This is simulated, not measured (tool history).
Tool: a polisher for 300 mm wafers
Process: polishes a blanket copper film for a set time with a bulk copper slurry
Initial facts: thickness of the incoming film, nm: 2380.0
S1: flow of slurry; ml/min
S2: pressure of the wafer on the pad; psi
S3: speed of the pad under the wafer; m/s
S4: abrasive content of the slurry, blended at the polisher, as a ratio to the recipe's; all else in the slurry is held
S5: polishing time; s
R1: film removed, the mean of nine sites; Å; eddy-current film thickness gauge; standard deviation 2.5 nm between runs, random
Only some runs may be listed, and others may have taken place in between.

run	hour	S1	S2	S3	S4	S5	R1
1	0.0	185	3.0	1.04	1.0	35	3922.3
2	0.7	185	3.0	1.12	1.0	35	4185.3
3	5.4	185	3.4	1.12	1.0	35	4596.1
4	12.8	185	3.2	1.12	1.0	35	4327.3
5	17.1	185	3.0	1.12	1.0	35	4141.3
6	18.2	185	3.0	1.12	1.0	31	3661.6
7	19.3	185	2.9	1.12	1.0	31	3618.1
8	26.6	165	2.2	1.12	1.0	31	2801.2
9	30.9	170	2.2	1.12	1.0	31	2772.9
10	38.3	175	2.2	1.12	1.0	31	2849.7
11	43.3	180	2.2	1.12	1.0	31	2827.0
12	52.0	180	2.2	1.12	1.0	31	2862.1
13	57.8	190	2.2	1.12	1.0	31	2870.6

What does the tool deliver on the next run?
14	64.1	200	2.2	1.12	1.0	31	?

{"run 14": {"R1": 2876.4}}

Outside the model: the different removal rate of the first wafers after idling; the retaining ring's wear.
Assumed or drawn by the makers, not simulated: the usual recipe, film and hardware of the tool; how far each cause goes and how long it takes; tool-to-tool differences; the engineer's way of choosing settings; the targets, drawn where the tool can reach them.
